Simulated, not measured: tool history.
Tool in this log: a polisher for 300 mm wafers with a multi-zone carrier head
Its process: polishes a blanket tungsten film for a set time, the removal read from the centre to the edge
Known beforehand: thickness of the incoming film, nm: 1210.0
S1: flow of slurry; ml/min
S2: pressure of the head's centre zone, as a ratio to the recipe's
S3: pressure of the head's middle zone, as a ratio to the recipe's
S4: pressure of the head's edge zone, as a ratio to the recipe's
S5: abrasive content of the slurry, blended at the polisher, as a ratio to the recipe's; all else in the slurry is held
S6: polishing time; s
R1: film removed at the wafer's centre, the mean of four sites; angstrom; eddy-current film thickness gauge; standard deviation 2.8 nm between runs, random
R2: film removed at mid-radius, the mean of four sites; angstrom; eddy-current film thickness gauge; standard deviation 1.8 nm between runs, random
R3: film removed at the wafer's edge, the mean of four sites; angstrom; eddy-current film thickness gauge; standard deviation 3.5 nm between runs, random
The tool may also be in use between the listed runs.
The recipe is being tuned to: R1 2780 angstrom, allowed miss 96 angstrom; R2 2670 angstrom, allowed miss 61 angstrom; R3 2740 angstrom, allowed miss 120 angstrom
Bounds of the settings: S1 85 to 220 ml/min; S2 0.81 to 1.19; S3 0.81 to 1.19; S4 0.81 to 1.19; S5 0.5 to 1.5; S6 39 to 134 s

Run 1, hour 0: S1 140 ml/min, S2 1, S3 1, S4 1, S5 1, S6 86 s. Result: R1 3047 angstrom, R2 2915.5 angstrom, R3 3019.8 angstrom.
Run 2, hour 4.8: S1 130 ml/min, S2 1, S3 1, S4 0.98, S5 1, S6 86 s. Result: R1 2939.4 angstrom, R2 2910.7 angstrom, R3 2969.6 angstrom.
Run 3, hour 6.2: S1 125 ml/min, S2 1.01, S3 0.99, S4 0.96, S5 1, S6 86 s. Result: R1 2979.8 angstrom, R2 2889 angstrom, R3 2868 angstrom.
Run 4, hour 9.9: S1 125 ml/min, S2 1.01, S3 1.06, S4 0.96, S5 1, S6 86 s. Result: R1 2995 angstrom, R2 3059.2 angstrom, R3 2859.3 angstrom.
Run 5, hour 14.9: S1 125 ml/min, S2 1.01, S3 1.06, S4 0.96, S5 1, S6 73 s. Result: R1 2499.1 angstrom, R2 2588.6 angstrom, R3 2414.7 angstrom.
Run 6, hour 17.1: S1 135 ml/min, S2 1.01, S3 1.05, S4 0.98, S5 1, S6 73 s. Result: R1 2497.2 angstrom, R2 2589.6 angstrom, R3 2511.2 angstrom.
Run 7, hour 25.9: S1 145 ml/min, S2 1.02, S3 1.05, S4 0.99, S5 1, S6 73 s. Result: R1 2613.1 angstrom, R2 2594.5 angstrom, R3 2523.2 angstrom.
At hour 31.8: worn pad replaced by a new one.
Run 8, hour 31.8: S1 165 ml/min, S2 1.01, S3 1.04, S4 1.09, S5 1.1, S6 73 s. Result: R1 2841.9 angstrom, R2 2843.2 angstrom, R3 2876.1 angstrom.

Of the 4 settings listed for the next run, only one would bring every result within its allowed miss of target. Which one?
Run A, hour 37.7: S1 200 ml/min, S2 1.13, S3 1.07, S4 1.03, S5 1, S6 63 s. Result: R1 ?, R2 ?, R3 ?.
Run B, hour 37.7: S1 220 ml/min, S2 1, S3 0.98, S4 1.02, S5 1, S6 71 s. Result: R1 ?, R2 ?, R3 ?.
Run C, hour 37.7: S1 175 ml/min, S2 1, S3 0.97, S4 1.19, S5 1.25, S6 72 s. Result: R1 ?, R2 ?, R3 ?.
Run D, hour 37.7: S1 180 ml/min, S2 1.13, S3 1.06, S4 1.09, S5 1, S6 64 s. Result: R1 ?, R2 ?, R3 ?.

move      R1      R2      R3
   A  2760.3  2552.9  2395.2
   B  2783.3  2702.4    2712
   C    2872  2773.5  3058.7
   D  2763.6  2539.5  2479.4
A: takes the result that was furthest off past its target
B: each result inside its tolerance
C: an improvement on the last run, though not all results are within tolerance
D: takes the result that was furthest off past its target
The right move is B.

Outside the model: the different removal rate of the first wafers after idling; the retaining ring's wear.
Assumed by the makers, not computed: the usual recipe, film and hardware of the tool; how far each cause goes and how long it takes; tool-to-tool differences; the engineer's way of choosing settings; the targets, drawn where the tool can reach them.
